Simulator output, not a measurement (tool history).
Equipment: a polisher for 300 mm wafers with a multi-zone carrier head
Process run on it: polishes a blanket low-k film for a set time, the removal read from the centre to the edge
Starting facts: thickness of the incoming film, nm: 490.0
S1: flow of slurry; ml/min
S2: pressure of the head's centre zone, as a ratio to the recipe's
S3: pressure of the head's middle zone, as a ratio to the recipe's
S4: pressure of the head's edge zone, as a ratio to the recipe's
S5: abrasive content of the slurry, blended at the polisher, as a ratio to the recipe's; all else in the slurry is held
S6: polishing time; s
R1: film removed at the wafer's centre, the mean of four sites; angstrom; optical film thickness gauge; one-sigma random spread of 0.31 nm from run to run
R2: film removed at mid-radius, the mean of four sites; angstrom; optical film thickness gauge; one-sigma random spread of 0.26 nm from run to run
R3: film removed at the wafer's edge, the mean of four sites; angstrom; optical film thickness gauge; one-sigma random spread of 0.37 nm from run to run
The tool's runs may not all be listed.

Run 1, hour 0.0: S1 320 ml/min, S2 1.00, S3 1.00, S4 1.00, S5 1.00, S6 89 s. Result: R1 252.37 angstrom, R2 254.83 angstrom, R3 263.15 angstrom.
Run 2, hour 1.2: S1 320 ml/min, S2 1.00, S3 1.00, S4 0.93, S5 1.00, S6 89 s. Result: R1 255.11 angstrom, R2 251.91 angstrom, R3 258.00 angstrom.
Run 3, hour 10.0: S1 320 ml/min, S2 0.92, S3 1.00, S4 0.93, S5 1.00, S6 89 s. Result: R1 240.05 angstrom, R2 254.21 angstrom, R3 258.02 angstrom.
Run 4, hour 13.5: S1 320 ml/min, S2 0.94, S3 1.01, S4 0.94, S5 1.05, S6 89 s. Result: R1 252.52 angstrom, R2 263.85 angstrom, R3 258.91 angstrom.
Run 5, hour 19.8: S1 320 ml/min, S2 0.95, S3 1.01, S4 0.96, S5 1.10, S6 90 s. Result: R1 260.65 angstrom, R2 266.77 angstrom, R3 276.29 angstrom.
Run 6, hour 25.0: S1 325 ml/min, S2 0.96, S3 1.03, S4 0.97, S5 1.15, S6 90 s. Result: R1 261.44 angstrom, R2 279.42 angstrom, R3 278.46 angstrom.
Run 7, hour 27.9: S1 325 ml/min, S2 0.98, S3 1.03, S4 0.97, S5 1.20, S6 90 s. Result: R1 269.55 angstrom, R2 285.05 angstrom, R3 284.19 angstrom.
Run 8, hour 34.6: S1 325 ml/min, S2 1.00, S3 1.03, S4 0.97, S5 1.25, S6 90 s. Result: R1 280.39 angstrom, R2 288.08 angstrom, R3 285.40 angstrom.
Run 9, hour 38.4: S1 325 ml/min, S2 1.00, S3 1.03, S4 0.97, S5 1.25, S6 90 s. Result: R1 281.20 angstrom, R2 290.18 angstrom, R3 291.56 angstrom.
Run 10, hour 39.4: S1 325 ml/min, S2 1.01, S3 1.03, S4 0.97, S5 1.25, S6 90 s. Result: R1 283.83 angstrom, R2 286.86 angstrom, R3 280.09 angstrom.
Run 11, hour 43.3: S1 325 ml/min, S2 1.01, S3 1.03, S4 0.98, S5 1.30, S6 90 s. Result: R1 285.26 angstrom, R2 292.42 angstrom, R3 294.72 angstrom.

The next listed run, before its measurement:
Run 12, hour 45.6: S1 330 ml/min, S2 1.02, S3 1.03, S4 0.98, S5 1.30, S6 90 s. Result: R1 ?, R2 ?, R3 ?.

R1: 289.38 angstrom
R2: 288.00 angstrom
R3: 286.96 angstrom
